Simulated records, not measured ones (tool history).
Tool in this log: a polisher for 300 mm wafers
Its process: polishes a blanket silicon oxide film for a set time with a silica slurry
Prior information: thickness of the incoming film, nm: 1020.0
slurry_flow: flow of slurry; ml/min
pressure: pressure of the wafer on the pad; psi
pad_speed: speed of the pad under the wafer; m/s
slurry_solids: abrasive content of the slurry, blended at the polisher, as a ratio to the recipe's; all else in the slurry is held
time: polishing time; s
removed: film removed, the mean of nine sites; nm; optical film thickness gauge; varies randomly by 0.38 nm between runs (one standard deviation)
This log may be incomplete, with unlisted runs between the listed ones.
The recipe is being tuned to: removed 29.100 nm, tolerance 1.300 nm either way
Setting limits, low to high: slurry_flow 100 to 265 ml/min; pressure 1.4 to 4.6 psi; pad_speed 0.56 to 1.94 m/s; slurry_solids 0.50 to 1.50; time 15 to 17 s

run  hour  slurry_flow  pressure  pad_speed  slurry_solids  time  removed
  1   0.0          170       3.0       1.24           1.00    17   40.147
  2   4.2          170       3.6       1.24           1.00    17   47.444
  3   7.1          170       3.6       0.98           1.00    17   39.233
  4   8.3          170       3.4       0.98           1.00    17   36.635
  5  11.3          170       3.2       0.98           1.00    17   35.648
  6  18.1          145       3.2       0.98           1.00    17   33.966
  7  21.1          140       3.1       0.98           1.00    17   33.494
  8  28.8          140       3.0       0.98           1.00    17   31.998
  9  36.1          140       3.0       0.98           1.00    17   31.651
 10  45.0          135       2.9       0.98           1.00    17   31.463

Exercise: of the 4 proposed moves below, exactly one satisfies all targets within the stated allowed misses. Which move is it?
  A  53.9          145       3.2       0.98           1.00    16        ?
  B  53.9          170       2.8       0.98           1.15    16        ?
  C  53.9          105       3.1       1.28           0.75    17        ?
  D  53.9          105       2.8       0.82           1.50    17        ?

move  removed
   A   32.499
   B   31.631
   C   33.256
   D   29.131
A: misses by more than the last run did
B: misses by more than the last run did
C: misses by more than the last run did
D: in spec on every target
Go with D: it meets all targets.
